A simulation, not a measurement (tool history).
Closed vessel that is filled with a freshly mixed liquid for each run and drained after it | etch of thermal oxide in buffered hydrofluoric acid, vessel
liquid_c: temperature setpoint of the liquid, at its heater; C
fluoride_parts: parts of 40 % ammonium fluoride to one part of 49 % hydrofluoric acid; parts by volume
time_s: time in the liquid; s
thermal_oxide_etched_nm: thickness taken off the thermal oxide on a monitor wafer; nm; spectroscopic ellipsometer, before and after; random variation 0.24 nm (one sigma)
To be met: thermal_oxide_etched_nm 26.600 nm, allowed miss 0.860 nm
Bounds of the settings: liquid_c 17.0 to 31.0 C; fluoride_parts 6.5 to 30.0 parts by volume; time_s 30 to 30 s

{"run": 1, "hour": 0.0, "liquid_c": 23.0, "fluoride_parts": 19.5, "time_s": 30, "thermal_oxide_etched_nm": 17.321}
{"run": 2, "hour": 2.6, "liquid_c": 23.0, "fluoride_parts": 16.0, "time_s": 30, "thermal_oxide_etched_nm": 21.342}
{"run": 3, "hour": 9.8, "liquid_c": 23.5, "fluoride_parts": 16.0, "time_s": 30, "thermal_oxide_etched_nm": 21.303}
{"run": 4, "hour": 18.2, "liquid_c": 23.5, "fluoride_parts": 16.0, "time_s": 30, "thermal_oxide_etched_nm": 21.518}
{"run": 5, "hour": 21.3, "liquid_c": 24.0, "fluoride_parts": 16.0, "time_s": 30, "thermal_oxide_etched_nm": 21.925}
{"run": 6, "hour": 27.2, "liquid_c": 24.5, "fluoride_parts": 16.0, "time_s": 30, "thermal_oxide_etched_nm": 22.509}
{"run": 7, "hour": 32.1, "liquid_c": 25.0, "fluoride_parts": 16.0, "time_s": 30, "thermal_oxide_etched_nm": 23.149}
{"run": 8, "hour": 40.3, "liquid_c": 25.5, "fluoride_parts": 16.0, "time_s": 30, "thermal_oxide_etched_nm": 23.835}

4 next moves are on the table. One of them brings every result within its allowed miss. Which?
{"run": "A", "hour": 48.5, "liquid_c": 24.0, "fluoride_parts": 14.0, "time_s": 30, "thermal_oxide_etched_nm": "?"}
{"run": "B", "hour": 48.5, "liquid_c": 25.5, "fluoride_parts": 15.5, "time_s": 30, "thermal_oxide_etched_nm": "?"}
{"run": "C", "hour": 48.5, "liquid_c": 24.5, "fluoride_parts": 13.5, "time_s": 30, "thermal_oxide_etched_nm": "?"}
{"run": "D", "hour": 48.5, "liquid_c": 29.0, "fluoride_parts": 19.5, "time_s": 30, "thermal_oxide_etched_nm": "?"}

move=A thermal_oxide_etched_nm=25.177
move=B thermal_oxide_etched_nm=24.715
move=C thermal_oxide_etched_nm=26.814
move=D thermal_oxide_etched_nm=24.048
A: nearer than the last run, and not there yet
B: nearer than the last run, and not there yet
C: meets every target
D: nearer than the last run, and not there yet
Move C is the one to make.
